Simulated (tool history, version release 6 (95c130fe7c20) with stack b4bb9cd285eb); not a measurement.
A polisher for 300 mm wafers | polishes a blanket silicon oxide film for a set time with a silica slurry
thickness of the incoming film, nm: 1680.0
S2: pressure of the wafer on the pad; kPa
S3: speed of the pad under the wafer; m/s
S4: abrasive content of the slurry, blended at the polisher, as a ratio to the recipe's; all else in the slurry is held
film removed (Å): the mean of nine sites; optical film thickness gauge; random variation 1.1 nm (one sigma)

run 1 hour=0 | flow_of_slurry_(ml/min)=250 S2=31 S3=1.1 S4=1 polishing_time_(s)=42 | film_removed_(Å)=1477.2
run 2 hour=8.8 | flow_of_slurry_(ml/min)=250 S2=29 S3=1.1 S4=1 polishing_time_(s)=42 | film_removed_(Å)=1399.8
run 3 hour=10.9 | flow_of_slurry_(ml/min)=250 S2=29 S3=0.9 S4=1 polishing_time_(s)=42 | film_removed_(Å)=1216.1
run 4 hour=17.1 | flow_of_slurry_(ml/min)=250 S2=24.1 S3=0.9 S4=1 polishing_time_(s)=42 | film_removed_(Å)=1070.1
run 5 hour=21.8 | flow_of_slurry_(ml/min)=250 S2=18.6 S3=0.9 S4=1 polishing_time_(s)=42 | film_removed_(Å)=866.73
run 6 hour=24.5 | flow_of_slurry_(ml/min)=250 S2=20 S3=0.9 S4=1 polishing_time_(s)=42 | film_removed_(Å)=916.78
run 7 hour=27.3 | flow_of_slurry_(ml/min)=250 S2=21.4 S3=0.9 S4=1 polishing_time_(s)=42 | film_removed_(Å)=951.04
run 8 hour=32.4 | flow_of_slurry_(ml/min)=250 S2=22.1 S3=0.9 S4=1 polishing_time_(s)=42 | film_removed_(Å)=987.6

The next listed run, before its measurement:
run 9 hour=37.4 | flow_of_slurry_(ml/min)=250 S2=22.8 S3=0.9 S4=1 polishing_time_(s)=42 | film_removed_(Å)=?

{"run 9": {"film removed (Å)": 988.24}}
